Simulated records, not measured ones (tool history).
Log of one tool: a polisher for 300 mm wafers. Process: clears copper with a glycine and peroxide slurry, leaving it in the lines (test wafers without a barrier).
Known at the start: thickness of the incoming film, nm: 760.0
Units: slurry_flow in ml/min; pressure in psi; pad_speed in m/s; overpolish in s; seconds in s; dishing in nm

run  hour  slurry_flow  pressure  pad_speed  overpolish  seconds  dishing
  1   0.0          215       3.4       1.20          20   125.14   82.337
  2   3.8          215       3.0       1.20          20   134.63   77.282
  3   7.1          215       3.4       1.20          20   122.96   81.880
  4  15.2          215       3.2       1.08          16   139.09   61.473
  5  20.2          215       3.8       1.08          16   124.26   69.845
  6  25.2          215       3.5       1.08          16   134.05   66.871
  7  25.8          220       2.5       1.00           6   179.91   20.306
  8  31.2          210       2.7       0.90           8   184.94   26.717
  9  38.7          195       2.9       0.84           8   195.24   25.396
 10  41.2          205       3.1       0.78           9   189.56   28.822
 11  50.1          200       3.2       0.76          10   188.85   32.109
 12  57.8          200       3.3       0.74          10   190.01   32.035
 13  60.5          200       3.4       0.72          10   192.31   31.956
 14  61.9          200       3.5       0.70          10   186.92   32.004
 15  63.5          200       3.5       0.72          15   183.61   46.691
 16  67.3          205       3.4       0.74          14   189.02   44.120
 17  74.8          205       3.4       0.74          14   185.12   43.499
 18  79.5          200       3.3       0.76          13   184.29   41.780
 19  83.4          210       3.2       0.76          13   188.24   40.583

Run 20 comes next. What will it give?
 20  84.8          205       3.2       0.78          13        ?        ?

Run 20 gave seconds 187.06 s, dishing 41.246 nm.

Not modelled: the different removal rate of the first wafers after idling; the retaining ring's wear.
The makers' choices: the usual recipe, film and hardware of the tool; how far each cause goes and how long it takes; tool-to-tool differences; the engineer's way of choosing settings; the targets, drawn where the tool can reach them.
